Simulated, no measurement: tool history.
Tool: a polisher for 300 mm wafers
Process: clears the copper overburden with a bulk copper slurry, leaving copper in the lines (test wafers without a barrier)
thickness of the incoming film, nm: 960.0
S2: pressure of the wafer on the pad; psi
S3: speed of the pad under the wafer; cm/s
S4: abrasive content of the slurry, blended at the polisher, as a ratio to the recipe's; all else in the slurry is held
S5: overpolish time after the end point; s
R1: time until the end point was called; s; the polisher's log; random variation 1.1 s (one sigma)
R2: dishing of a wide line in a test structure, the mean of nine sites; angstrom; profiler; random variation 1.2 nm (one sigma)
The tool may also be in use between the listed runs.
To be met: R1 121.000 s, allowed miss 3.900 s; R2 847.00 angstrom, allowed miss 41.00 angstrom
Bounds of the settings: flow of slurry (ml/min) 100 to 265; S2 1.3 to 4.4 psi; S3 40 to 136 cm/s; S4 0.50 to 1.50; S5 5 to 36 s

{"run": 1, "hour": 0.0, "flow of slurry (ml/min)": 170, "S2": 2.8, "S3": 88, "S4": 1.0, "S5": 18, "R1": 96.578, "R2": 732.01}
{"run": 2, "hour": 5.1, "flow of slurry (ml/min)": 170, "S2": 3.2, "S3": 88, "S4": 1.0, "S5": 18, "R1": 85.661, "R2": 790.82}
{"run": 3, "hour": 6.2, "flow of slurry (ml/min)": 165, "S2": 3.0, "S3": 88, "S4": 1.0, "S5": 20, "R1": 91.014, "R2": 816.53}
{"run": 4, "hour": 9.6, "flow of slurry (ml/min)": 160, "S2": 2.8, "S3": 88, "S4": 1.0, "S5": 21, "R1": 96.969, "R2": 786.33}
{"run": 5, "hour": 17.5, "flow of slurry (ml/min)": 160, "S2": 2.8, "S3": 68, "S4": 1.0, "S5": 21, "R1": 117.05, "R2": 701.43}
{"run": 6, "hour": 23.9, "flow of slurry (ml/min)": 160, "S2": 2.8, "S3": 68, "S4": 1.0, "S5": 17, "R1": 116.78, "R2": 629.83}
{"run": 7, "hour": 30.1, "flow of slurry (ml/min)": 160, "S2": 2.8, "S3": 68, "S4": 1.0, "S5": 19, "R1": 117.28, "R2": 692.54}
{"run": 8, "hour": 35.8, "flow of slurry (ml/min)": 160, "S2": 2.8, "S3": 68, "S4": 1.0, "S5": 21, "R1": 115.99, "R2": 731.63}
{"run": 9, "hour": 41.3, "flow of slurry (ml/min)": 160, "S2": 2.8, "S3": 68, "S4": 1.0, "S5": 22, "R1": 117.18, "R2": 751.52}
{"hour": 49.9, "done": "slurry blender recalibrated"}
{"run": 10, "hour": 49.9, "flow of slurry (ml/min)": 160, "S2": 2.8, "S3": 68, "S4": 1.0, "S5": 23, "R1": 112.65, "R2": 777.64}
{"run": 11, "hour": 56.1, "flow of slurry (ml/min)": 155, "S2": 2.8, "S3": 68, "S4": 1.0, "S5": 24, "R1": 114.26, "R2": 784.99}
{"run": 12, "hour": 61.0, "flow of slurry (ml/min)": 155, "S2": 2.8, "S3": 68, "S4": 1.0, "S5": 25, "R1": 113.4, "R2": 815.37}
{"run": 13, "hour": 61.7, "flow of slurry (ml/min)": 155, "S2": 2.8, "S3": 68, "S4": 1.0, "S5": 26, "R1": 112.31, "R2": 833.43}

Which of these 5 next moves meets every target?
{"run": "A", "hour": 62.4, "flow of slurry (ml/min)": 170, "S2": 2.6, "S3": 66, "S4": 0.95, "S5": 30, "R1": "?", "R2": "?"}
{"run": "B", "hour": 62.4, "flow of slurry (ml/min)": 155, "S2": 2.5, "S3": 64, "S4": 1.0, "S5": 26, "R1": "?", "R2": "?"}
{"run": "C", "hour": 62.4, "flow of slurry (ml/min)": 115, "S2": 3.0, "S3": 80, "S4": 0.85, "S5": 28, "R1": "?", "R2": "?"}
{"run": "D", "hour": 62.4, "flow of slurry (ml/min)": 130, "S2": 2.8, "S3": 76, "S4": 0.85, "S5": 28, "R1": "?", "R2": "?"}
{"run": "E", "hour": 62.4, "flow of slurry (ml/min)": 170, "S2": 2.9, "S3": 64, "S4": 1.05, "S5": 27, "R1": "?", "R2": "?"}

move=A R1=124.120 R2=833.50
move=B R1=132.130 R2=750.72
move=C R1=105.890 R2=891.51
move=D R1=113.630 R2=853.21
move=E R1=111.850 R2=851.23
A: meets every target
B: takes the result that was furthest off past its target
C: further off than the last run
D: nearer than the last run, and not there yet
E: further off than the last run
The right move is A.

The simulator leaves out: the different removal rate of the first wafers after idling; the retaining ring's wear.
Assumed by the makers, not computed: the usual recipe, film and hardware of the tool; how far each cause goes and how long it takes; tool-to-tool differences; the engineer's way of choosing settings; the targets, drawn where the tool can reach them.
